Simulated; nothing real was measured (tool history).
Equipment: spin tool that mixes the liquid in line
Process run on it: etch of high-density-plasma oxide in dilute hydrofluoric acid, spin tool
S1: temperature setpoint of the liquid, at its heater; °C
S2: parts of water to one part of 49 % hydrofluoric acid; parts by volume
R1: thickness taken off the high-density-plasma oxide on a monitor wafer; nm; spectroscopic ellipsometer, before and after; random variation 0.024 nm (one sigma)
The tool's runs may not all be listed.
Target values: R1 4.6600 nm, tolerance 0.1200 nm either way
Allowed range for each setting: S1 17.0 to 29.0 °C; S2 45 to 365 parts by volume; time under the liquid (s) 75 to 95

Run 1, hour 0.0: S1 21.0 °C, S2 205 parts by volume, time under the liquid (s) 95. Result: R1 2.5961 nm.
Run 2, hour 2.4: S1 22.5 °C, S2 195 parts by volume, time under the liquid (s) 95. Result: R1 2.9058 nm.
Run 3, hour 3.2: S1 25.5 °C, S2 195 parts by volume, time under the liquid (s) 95. Result: R1 3.2546 nm.
Run 4, hour 4.8: S1 26.0 °C, S2 190 parts by volume, time under the liquid (s) 95. Result: R1 3.3851 nm.
Run 5, hour 7.2: S1 26.0 °C, S2 245 parts by volume, time under the liquid (s) 95. Result: R1 2.5145 nm.
Run 6, hour 9.6: S1 26.0 °C, S2 245 parts by volume, time under the liquid (s) 75. Result: R1 1.9656 nm.
Run 7, hour 15.9: S1 26.5 °C, S2 225 parts by volume, time under the liquid (s) 75. Result: R1 2.2171 nm.
Run 8, hour 22.7: S1 27.0 °C, S2 205 parts by volume, time under the liquid (s) 75. Result: R1 2.5422 nm.
Run 9, hour 27.2: S1 27.5 °C, S2 185 parts by volume, time under the liquid (s) 75. Result: R1 2.9458 nm.
Run 10, hour 36.2: S1 27.5 °C, S2 170 parts by volume, time under the liquid (s) 75. Result: R1 3.2221 nm.
Run 11, hour 38.3: S1 27.5 °C, S2 160 parts by volume, time under the liquid (s) 75. Result: R1 3.5115 nm.
Run 12, hour 46.7: S1 27.5 °C, S2 155 parts by volume, time under the liquid (s) 75. Result: R1 3.6055 nm.
Run 13, hour 49.3: S1 27.5 °C, S2 150 parts by volume, time under the liquid (s) 75. Result: R1 3.7640 nm.
Run 14, hour 50.4: S1 27.5 °C, S2 145 parts by volume, time under the liquid (s) 75. Result: R1 3.8953 nm.
Run 15, hour 57.7: S1 27.5 °C, S2 140 parts by volume, time under the liquid (s) 75. Result: R1 4.0747 nm.
Run 16, hour 60.4: S1 27.5 °C, S2 135 parts by volume, time under the liquid (s) 75. Result: R1 4.2655 nm.

Pick the move, out of 5, that brings all results within their allowed miss; only one does.
Run A, hour 63.1: S1 25.5 °C, S2 145 parts by volume, time under the liquid (s) 90. Result: R1 ?.
Run B, hour 63.1: S1 25.0 °C, S2 140 parts by volume, time under the liquid (s) 95. Result: R1 ?.
Run C, hour 63.1: S1 29.0 °C, S2 155 parts by volume, time under the liquid (s) 80. Result: R1 ?.
Run D, hour 63.1: S1 28.0 °C, S2 160 parts by volume, time under the liquid (s) 80. Result: R1 ?.
Run E, hour 63.1: S1 28.5 °C, S2 145 parts by volume, time under the liquid (s) 75. Result: R1 ?.

move      R1
   A  4.3537
   B  4.6981
   C  4.0701
   D  3.7786
   E  4.0567
A: nearer than the last run, and not there yet
B: every result lands within tolerance
C: lands further from the targets than the last run did
D: lands further from the targets than the last run did
E: lands further from the targets than the last run did
Move B is the one to make.
